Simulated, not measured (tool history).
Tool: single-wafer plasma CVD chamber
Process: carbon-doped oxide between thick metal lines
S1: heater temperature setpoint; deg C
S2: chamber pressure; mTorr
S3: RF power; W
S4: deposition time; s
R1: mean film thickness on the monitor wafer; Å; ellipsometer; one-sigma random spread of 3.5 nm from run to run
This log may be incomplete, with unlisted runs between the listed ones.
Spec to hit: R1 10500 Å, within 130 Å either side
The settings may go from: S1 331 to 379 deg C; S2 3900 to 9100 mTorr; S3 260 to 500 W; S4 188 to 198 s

| run | hour | S1 | S2 | S3 | S4 | R1 |
|---|---|---|---|---|---|---|
| 1 | 0 | 355 | 6500 | 380 | 198 | 8561.1 |
| 2 | 8 | 365 | 6500 | 380 | 198 | 8409.6 |
| 3 | 10.3 | 365 | 6500 | 325 | 198 | 7164.5 |
| 4 | 13.7 | 358 | 7200 | 360 | 198 | 8172.7 |
| 5 | 19.4 | 352 | 7820 | 380 | 198 | 8710.6 |
| 6 | 26.6 | 348 | 8040 | 400 | 198 | 9310.9 |
| 7 | 34.5 | 344 | 8270 | 410 | 198 | 9599.4 |
| 8 | 36 | 341 | 8470 | 420 | 198 | 9947.5 |

5 candidate next runs follow, results not yet known. Just one meets every target within its allowed miss. Identify it.
| A | 37.5 | 338 | 8170 | 440 | 193 | ? |
| B | 37.5 | 332 | 8690 | 445 | 188 | ? |
| C | 37.5 | 332 | 7800 | 420 | 198 | ? |
| D | 37.5 | 331 | 7230 | 445 | 197 | ? |
| E | 37.5 | 351 | 9100 | 460 | 194 | ? |

| move | R1 |
|---|---|
| A | 10131 |
| B | 10156 |
| C | 10093 |
| D | 10537 |
| E | 10295 |
A: nearer the targets than the last run, but a result is still out of spec
B: nearer the targets than the last run, but a result is still out of spec
C: nearer the targets than the last run, but a result is still out of spec
D: all results land within tolerance of their targets
E: nearer the targets than the last run, but a result is still out of spec
Go with D: it meets all targets.
